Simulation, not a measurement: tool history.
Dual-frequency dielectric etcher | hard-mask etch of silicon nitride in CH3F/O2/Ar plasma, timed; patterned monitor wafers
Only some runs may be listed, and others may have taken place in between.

run,hour,source power (W),bias power (W),etch time (s),mean etch depth across the wafer (angstrom)
1,0,280,63,279.5,1739.8
2,3.5,280,52,279.5,1642.3
3,12.3,270,51,279.5,1621.9
4,17.6,270,51,291.5,1687.5
5,22.6,260,50,291.5,1659.2
6,23.6,260,50,291.5,1651.9
7,24.7,250,49,291.5,1612.9

The next listed run, before its measurement:
8,33.4,240,49,291.5,?

mean etch depth across the wafer (angstrom): 1585.9
